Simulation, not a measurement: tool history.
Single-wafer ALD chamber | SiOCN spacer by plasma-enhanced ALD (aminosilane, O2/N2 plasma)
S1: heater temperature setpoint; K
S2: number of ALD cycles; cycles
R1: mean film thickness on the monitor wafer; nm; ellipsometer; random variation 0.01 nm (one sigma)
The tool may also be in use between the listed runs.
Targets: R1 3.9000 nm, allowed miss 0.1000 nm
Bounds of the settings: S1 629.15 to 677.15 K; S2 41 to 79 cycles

| run | hour | S1 | S2 | R1 |
|---|---|---|---|---|
| 1 | 0.0 | 653.15 | 60 | 3.4091 |
| 2 | 1.0 | 653.15 | 56 | 3.1729 |
| 3 | 5.4 | 653.15 | 60 | 3.4111 |
| 4 | 11.4 | 653.15 | 53 | 2.9976 |
| 5 | 12.7 | 645.15 | 53 | 2.9899 |
| 6 | 16.5 | 655.15 | 53 | 2.9947 |
| 7 | 19.5 | 655.15 | 63 | 3.5703 |
| 8 | 28.4 | 655.15 | 65 | 3.6898 |
| 9 | 37.1 | 655.15 | 66 | 3.7382 |
| 10 | 39.0 | 655.15 | 67 | 3.7869 |

5 next moves are on the table. One of them brings every result within its allowed miss. Which?
| A | 40.9 | 658.15 | 64 | ? |
| B | 40.9 | 662.15 | 64 | ? |
| C | 40.9 | 655.15 | 66 | ? |
| D | 40.9 | 653.15 | 69 | ? |
| E | 40.9 | 667.15 | 74 | ? |

| move | R1 |
|---|---|
| A | 3.6170 |
| B | 3.6170 |
| C | 3.7301 |
| D | 3.8996 |
| E | 4.1822 |
A: further off than the last run
B: further off than the last run
C: further off than the last run
D: meets every target
E: takes the result that was furthest off past its target
The right move is D.

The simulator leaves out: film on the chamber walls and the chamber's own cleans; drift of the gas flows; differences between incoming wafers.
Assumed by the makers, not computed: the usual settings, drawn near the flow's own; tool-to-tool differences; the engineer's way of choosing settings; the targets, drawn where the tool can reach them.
